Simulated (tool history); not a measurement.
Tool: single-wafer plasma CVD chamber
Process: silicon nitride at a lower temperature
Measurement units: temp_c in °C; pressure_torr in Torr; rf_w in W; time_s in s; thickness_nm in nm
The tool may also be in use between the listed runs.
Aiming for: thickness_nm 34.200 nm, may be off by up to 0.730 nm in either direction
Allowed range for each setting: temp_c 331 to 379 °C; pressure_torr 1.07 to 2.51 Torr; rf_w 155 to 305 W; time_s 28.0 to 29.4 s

Run 1, hour 0.0: temp_c 355 °C, pressure_torr 1.79 Torr, rf_w 230 W, time_s 29.4 s. Result: thickness_nm 29.453 nm.
Run 2, hour 6.0: temp_c 355 °C, pressure_torr 1.86 Torr, rf_w 235 W, time_s 29.4 s. Result: thickness_nm 30.511 nm.
Run 3, hour 14.0: temp_c 355 °C, pressure_torr 1.92 Torr, rf_w 235 W, time_s 29.4 s. Result: thickness_nm 30.617 nm.
Run 4, hour 14.7: temp_c 355 °C, pressure_torr 1.92 Torr, rf_w 220 W, time_s 29.4 s. Result: thickness_nm 29.160 nm.
Run 5, hour 18.4: temp_c 344 °C, pressure_torr 1.92 Torr, rf_w 220 W, time_s 29.4 s. Result: thickness_nm 28.918 nm.
Run 6, hour 22.5: temp_c 344 °C, pressure_torr 1.98 Torr, rf_w 225 W, time_s 29.4 s. Result: thickness_nm 30.068 nm.
Run 7, hour 29.6: temp_c 344 °C, pressure_torr 2.04 Torr, rf_w 225 W, time_s 29.4 s. Result: thickness_nm 30.331 nm.
Run 8, hour 34.3: temp_c 344 °C, pressure_torr 2.40 Torr, rf_w 250 W, time_s 29.4 s. Result: thickness_nm 35.154 nm.

Which single option among these 5 for the next run brings every result within its allowed miss of target? Just one does.
Run A, hour 39.0: temp_c 352 °C, pressure_torr 2.51 Torr, rf_w 265 W, time_s 28.3 s. Result: thickness_nm ?.
Run B, hour 39.0: temp_c 347 °C, pressure_torr 2.25 Torr, rf_w 245 W, time_s 28.4 s. Result: thickness_nm ?.
Run C, hour 39.0: temp_c 352 °C, pressure_torr 2.43 Torr, rf_w 245 W, time_s 29.3 s. Result: thickness_nm ?.
Run D, hour 39.0: temp_c 343 °C, pressure_torr 2.39 Torr, rf_w 240 W, time_s 28.8 s. Result: thickness_nm ?.
Run E, hour 39.0: temp_c 348 °C, pressure_torr 2.42 Torr, rf_w 260 W, time_s 29.2 s. Result: thickness_nm ?.

move  thickness_nm
   A        35.773
   B        32.655
   C        34.354
   D        33.155
   E        36.018
A: moves away from the targets compared with the last run
B: takes the result that was furthest off past its target
C: all results in spec
D: takes the result that was furthest off past its target
E: moves away from the targets compared with the last run
The move that meets every target is C.
